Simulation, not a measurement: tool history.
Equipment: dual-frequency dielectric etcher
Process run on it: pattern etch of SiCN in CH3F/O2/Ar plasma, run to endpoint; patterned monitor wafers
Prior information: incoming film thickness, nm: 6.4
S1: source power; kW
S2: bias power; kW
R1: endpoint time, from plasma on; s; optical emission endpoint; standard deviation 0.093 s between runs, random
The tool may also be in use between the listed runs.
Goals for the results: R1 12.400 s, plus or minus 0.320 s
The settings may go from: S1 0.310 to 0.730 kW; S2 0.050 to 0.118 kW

Run 1, hour 0.0: S1 0.520 kW, S2 0.084 kW. Result: R1 13.480 s.
Run 2, hour 0.6: S1 0.520 kW, S2 0.095 kW. Result: R1 12.915 s.
Run 3, hour 1.7: S1 0.530 kW, S2 0.096 kW. Result: R1 12.906 s.
Run 4, hour 7.1: S1 0.490 kW, S2 0.096 kW. Result: R1 13.365 s.
Run 5, hour 10.0: S1 0.510 kW, S2 0.097 kW. Result: R1 13.053 s.
Run 6, hour 16.0: S1 0.510 kW, S2 0.085 kW. Result: R1 13.704 s.
Run 7, hour 21.4: S1 0.540 kW, S2 0.086 kW. Result: R1 13.196 s.
Run 8, hour 24.6: S1 0.560 kW, S2 0.087 kW. Result: R1 12.826 s.
At hour 27.4: wet clean of the chamber.
Run 9, hour 27.4: S1 0.560 kW, S2 0.087 kW. Result: R1 13.216 s.
Run 10, hour 30.1: S1 0.580 kW, S2 0.089 kW. Result: R1 12.943 s.
Run 11, hour 32.6: S1 0.600 kW, S2 0.091 kW. Result: R1 12.873 s.

Pick the move, out of 5, that brings all results within their allowed miss; only one does.
Run A, hour 35.1: S1 0.620 kW, S2 0.083 kW. Result: R1 ?.
Run B, hour 35.1: S1 0.600 kW, S2 0.089 kW. Result: R1 ?.
Run C, hour 35.1: S1 0.600 kW, S2 0.100 kW. Result: R1 ?.
Run D, hour 35.1: S1 0.590 kW, S2 0.088 kW. Result: R1 ?.
Run E, hour 35.1: S1 0.730 kW, S2 0.092 kW. Result: R1 ?.

move      R1
   A  12.977
   B  12.852
   C  12.278
   D  13.025
   E  11.478
A: misses by more than the last run did
B: about the same distance from the targets as the last run
C: every result within its allowed miss
D: misses by more than the last run did
E: carries the result that was furthest off beyond its target, to the other side
C is the move that brings every result within its allowed miss.

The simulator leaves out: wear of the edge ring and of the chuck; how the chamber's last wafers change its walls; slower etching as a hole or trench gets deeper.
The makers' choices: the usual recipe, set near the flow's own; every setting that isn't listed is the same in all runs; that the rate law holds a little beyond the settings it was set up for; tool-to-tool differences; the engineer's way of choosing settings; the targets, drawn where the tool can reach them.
